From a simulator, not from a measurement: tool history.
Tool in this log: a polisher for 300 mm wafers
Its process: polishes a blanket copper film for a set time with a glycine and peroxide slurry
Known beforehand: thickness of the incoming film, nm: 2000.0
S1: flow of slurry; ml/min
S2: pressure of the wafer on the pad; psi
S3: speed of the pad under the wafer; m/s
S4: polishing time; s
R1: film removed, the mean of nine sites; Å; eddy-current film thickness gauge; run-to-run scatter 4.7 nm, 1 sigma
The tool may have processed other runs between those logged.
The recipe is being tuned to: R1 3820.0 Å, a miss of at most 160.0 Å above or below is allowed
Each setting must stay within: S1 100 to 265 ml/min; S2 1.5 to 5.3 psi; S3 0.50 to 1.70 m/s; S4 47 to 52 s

run,hour,S1,S2,S3,S4,R1
1,0.0,170,3.4,1.10,52,3107.4
2,3.0,170,3.5,1.10,52,3227.0
3,11.9,170,3.6,1.10,52,3219.9
4,14.6,130,3.6,1.10,52,3002.1
5,20.7,130,3.6,1.10,47,2724.4
6,22.0,145,3.7,1.10,47,2783.3
7,30.6,145,4.7,1.14,47,3383.3
8,38.0,150,4.8,1.14,47,3459.9

5 next moves are on the table. One of them brings every result within its allowed miss. Which?
A,45.4,135,4.7,1.08,47,?
B,45.4,185,4.5,1.04,49,?
C,45.4,235,5.3,0.94,51,?
D,45.4,190,3.5,1.14,49,?
E,45.4,165,4.1,1.16,52,?

move,R1
A,3267.7
B,3432.3
C,3882.5
D,3109.4
E,3593.5
A: its largest miss is bigger than the last run's
B: its largest miss is bigger than the last run's
C: in spec on every target
D: its largest miss is bigger than the last run's
E: nearer than the last run, and not there yet
Go with C: it meets all targets.

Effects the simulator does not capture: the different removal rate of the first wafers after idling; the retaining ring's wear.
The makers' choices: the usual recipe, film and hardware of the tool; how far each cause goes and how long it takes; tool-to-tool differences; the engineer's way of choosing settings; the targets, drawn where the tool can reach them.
